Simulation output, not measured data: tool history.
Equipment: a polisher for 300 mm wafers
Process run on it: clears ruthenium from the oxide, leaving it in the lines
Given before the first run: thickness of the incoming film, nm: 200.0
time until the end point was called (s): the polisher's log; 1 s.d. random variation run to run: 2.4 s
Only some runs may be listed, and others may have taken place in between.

| run | hour | flow of slurry (ml/min) | pressure of the wafer on the pad (psi) | speed of the pad under the wafer (cm/s) | overpolish time after the end point (s) | time until the end point was called (s) |
|---|---|---|---|---|---|---|
| 1 | 0.0 | 245 | 2.1 | 130 | 32 | 106.27 |
| 2 | 4.0 | 245 | 1.6 | 130 | 32 | 130.66 |
| 3 | 7.5 | 305 | 1.6 | 130 | 32 | 130.11 |
| 4 | 10.2 | 305 | 1.4 | 120 | 32 | 152.96 |
| 5 | 15.7 | 305 | 1.3 | 112 | 32 | 168.65 |
| 6 | 19.7 | 305 | 1.2 | 106 | 32 | 185.62 |

Run 7 has not been measured yet. What should we expect?
| 7 | 27.7 | 305 | 1.1 | 102 | 32 | ? |

Run 7 came out at time until the end point was called (s) 200.00.
